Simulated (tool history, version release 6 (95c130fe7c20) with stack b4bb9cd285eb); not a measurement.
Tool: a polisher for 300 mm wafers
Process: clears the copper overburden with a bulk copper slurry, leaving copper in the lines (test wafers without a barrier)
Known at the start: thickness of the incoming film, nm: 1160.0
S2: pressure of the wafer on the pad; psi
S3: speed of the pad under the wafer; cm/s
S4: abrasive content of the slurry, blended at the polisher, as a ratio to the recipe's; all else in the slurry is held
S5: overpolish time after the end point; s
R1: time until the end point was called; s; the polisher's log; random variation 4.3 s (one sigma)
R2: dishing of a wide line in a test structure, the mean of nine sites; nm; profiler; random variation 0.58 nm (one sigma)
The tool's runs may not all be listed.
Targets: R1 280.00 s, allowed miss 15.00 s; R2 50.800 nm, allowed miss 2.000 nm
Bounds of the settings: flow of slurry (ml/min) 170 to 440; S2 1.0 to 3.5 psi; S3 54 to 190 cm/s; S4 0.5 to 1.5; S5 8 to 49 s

Run 1, hour 0.0: flow of slurry (ml/min) 280, S2 2.2 psi, S3 122 cm/s, S4 1.0, S5 25 s. Result: R1 122.53 s, R2 62.359 nm.
Run 2, hour 8.6: flow of slurry (ml/min) 280, S2 2.2 psi, S3 102 cm/s, S4 1.0, S5 25 s. Result: R1 143.25 s, R2 59.558 nm.
Run 3, hour 9.3: flow of slurry (ml/min) 280, S2 2.2 psi, S3 102 cm/s, S4 1.0, S5 34 s. Result: R1 147.42 s, R2 61.864 nm.
Run 4, hour 12.2: flow of slurry (ml/min) 310, S2 2.2 psi, S3 102 cm/s, S4 1.0, S5 34 s. Result: R1 147.12 s, R2 61.046 nm.
Run 5, hour 20.8: flow of slurry (ml/min) 310, S2 2.2 psi, S3 102 cm/s, S4 1.0, S5 41 s. Result: R1 142.18 s, R2 62.684 nm.
Run 6, hour 25.2: flow of slurry (ml/min) 315, S2 1.9 psi, S3 98 cm/s, S4 1.0, S5 39 s. Result: R1 174.85 s, R2 60.890 nm.
Run 7, hour 29.4: flow of slurry (ml/min) 330, S2 1.7 psi, S3 96 cm/s, S4 1.0, S5 32 s. Result: R1 193.38 s, R2 55.443 nm.
Run 8, hour 38.4: flow of slurry (ml/min) 330, S2 1.5 psi, S3 94 cm/s, S4 1.0, S5 33 s. Result: R1 235.41 s, R2 52.809 nm.

Which of these 4 next moves meets every target?
Run A, hour 47.4: flow of slurry (ml/min) 310, S2 1.4 psi, S3 80 cm/s, S4 1.1, S5 25 s. Result: R1 ?, R2 ?.
Run B, hour 47.4: flow of slurry (ml/min) 320, S2 1.8 psi, S3 92 cm/s, S4 0.9, S5 33 s. Result: R1 ?, R2 ?.
Run C, hour 47.4: flow of slurry (ml/min) 395, S2 1.5 psi, S3 70 cm/s, S4 1.2, S5 33 s. Result: R1 ?, R2 ?.
Run D, hour 47.4: flow of slurry (ml/min) 390, S2 1.1 psi, S3 98 cm/s, S4 1.1, S5 29 s. Result: R1 ?, R2 ?.

move      R1      R2
   A  282.00  44.704
   B  206.19  56.048
   C  286.05  49.959
   D  286.21  45.830
A: brings the result that was furthest off to its target, and leaves another outside
B: further off than the last run
C: meets every target
D: brings the result that was furthest off to its target, and leaves another outside
The right move is C.
